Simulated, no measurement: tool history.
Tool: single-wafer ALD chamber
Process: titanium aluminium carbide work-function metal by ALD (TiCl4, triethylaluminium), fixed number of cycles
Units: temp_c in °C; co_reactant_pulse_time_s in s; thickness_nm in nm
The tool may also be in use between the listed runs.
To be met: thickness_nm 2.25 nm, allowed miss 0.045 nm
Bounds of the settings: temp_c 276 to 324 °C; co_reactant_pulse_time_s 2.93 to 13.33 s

Run 1, hour 0: temp_c 300 °C, co_reactant_pulse_time_s 8.13 s. Result: thickness_nm 2.0565 nm.
Run 2, hour 4.5: temp_c 300 °C, co_reactant_pulse_time_s 5.9 s. Result: thickness_nm 1.7743 nm.
Run 3, hour 5.2: temp_c 308 °C, co_reactant_pulse_time_s 5.9 s. Result: thickness_nm 1.8289 nm.
Run 4, hour 5.9: temp_c 309 °C, co_reactant_pulse_time_s 6.31 s. Result: thickness_nm 1.9108 nm.
Run 5, hour 12.8: temp_c 309 °C, co_reactant_pulse_time_s 4.63 s. Result: thickness_nm 1.438 nm.
Run 6, hour 18.8: temp_c 309 °C, co_reactant_pulse_time_s 5.04 s. Result: thickness_nm 1.5995 nm.
Run 7, hour 23.8: temp_c 310 °C, co_reactant_pulse_time_s 5.42 s. Result: thickness_nm 1.7236 nm.
Run 8, hour 27.1: temp_c 311 °C, co_reactant_pulse_time_s 5.64 s. Result: thickness_nm 1.7757 nm.

5 next moves are on the table. One of them brings every result within its allowed miss. Which?
Run A, hour 30.4: temp_c 321 °C, co_reactant_pulse_time_s 5.89 s. Result: thickness_nm ?.
Run B, hour 30.4: temp_c 321 °C, co_reactant_pulse_time_s 8.36 s. Result: thickness_nm ?.
Run C, hour 30.4: temp_c 319 °C, co_reactant_pulse_time_s 6.5 s. Result: thickness_nm ?.
Run D, hour 30.4: temp_c 314 °C, co_reactant_pulse_time_s 6.9 s. Result: thickness_nm ?.
Run E, hour 30.4: temp_c 301 °C, co_reactant_pulse_time_s 7.17 s. Result: thickness_nm ?.

move  thickness_nm
   A        1.9408
   B        2.2623
   C        2.0457
   D         2.068
   E        2.0019
A: nearer than the last run, and not there yet
B: meets every target
C: nearer than the last run, and not there yet
D: nearer than the last run, and not there yet
E: nearer than the last run, and not there yet
Move B is the one to make.
